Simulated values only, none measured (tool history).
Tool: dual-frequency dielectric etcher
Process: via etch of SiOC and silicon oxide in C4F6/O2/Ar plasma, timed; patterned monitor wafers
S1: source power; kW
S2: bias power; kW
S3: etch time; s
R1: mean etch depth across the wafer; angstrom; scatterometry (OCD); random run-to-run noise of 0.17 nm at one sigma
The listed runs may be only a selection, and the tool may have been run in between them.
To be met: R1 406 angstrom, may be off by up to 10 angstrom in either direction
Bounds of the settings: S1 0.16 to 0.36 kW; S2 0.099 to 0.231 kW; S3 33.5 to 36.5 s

{"run": 1, "hour": 0.0, "S1": 0.26, "S2": 0.165, "S3": 36.5, "R1": 359.66}
{"run": 2, "hour": 5.6, "S1": 0.26, "S2": 0.14, "S3": 36.5, "R1": 340.46}
{"run": 3, "hour": 10.4, "S1": 0.26, "S2": 0.118, "S3": 36.5, "R1": 324.4}
{"run": 4, "hour": 17.2, "S1": 0.26, "S2": 0.118, "S3": 33.5, "R1": 296.14}
{"run": 5, "hour": 19.6, "S1": 0.23, "S2": 0.118, "S3": 33.5, "R1": 279.89}
{"run": 6, "hour": 24.4, "S1": 0.23, "S2": 0.099, "S3": 33.5, "R1": 265.72}
{"run": 7, "hour": 27.6, "S1": 0.26, "S2": 0.114, "S3": 34, "R1": 295.29}
{"run": 8, "hour": 30.5, "S1": 0.28, "S2": 0.129, "S3": 34.5, "R1": 324.51}
{"run": 9, "hour": 39.4, "S1": 0.3, "S2": 0.139, "S3": 34.5, "R1": 342.26}
{"run": 10, "hour": 47.5, "S1": 0.31, "S2": 0.148, "S3": 34.5, "R1": 352.61}
{"run": 11, "hour": 55.1, "S1": 0.32, "S2": 0.156, "S3": 34.5, "R1": 362.25}
{"hour": 61.3, "done": "source power generator calibrated"}
{"run": 12, "hour": 61.3, "S1": 0.33, "S2": 0.164, "S3": 34.5, "R1": 378.47}
{"run": 13, "hour": 67.8, "S1": 0.34, "S2": 0.168, "S3": 34.5, "R1": 387.16}
{"run": 14, "hour": 69.0, "S1": 0.34, "S2": 0.171, "S3": 34.5, "R1": 393.56}

Which one of the following 5 next-run settings gets every result inside its allowed miss? There is exactly one.
{"run": "A", "hour": 70.2, "S1": 0.35, "S2": 0.164, "S3": 33.5, "R1": "?"}
{"run": "B", "hour": 70.2, "S1": 0.36, "S2": 0.154, "S3": 34, "R1": "?"}
{"run": "C", "hour": 70.2, "S1": 0.36, "S2": 0.151, "S3": 34.5, "R1": "?"}
{"run": "D", "hour": 70.2, "S1": 0.34, "S2": 0.192, "S3": 34.5, "R1": "?"}
{"run": "E", "hour": 70.2, "S1": 0.35, "S2": 0.15, "S3": 34.5, "R1": "?"}

move=A R1=381.18
move=B R1=383.77
move=C R1=387.03
move=D R1=408.13
move=E R1=381.67
A: its largest miss is bigger than the last run's
B: its largest miss is bigger than the last run's
C: its largest miss is bigger than the last run's
D: every result within its allowed miss
E: its largest miss is bigger than the last run's
D meets every target.
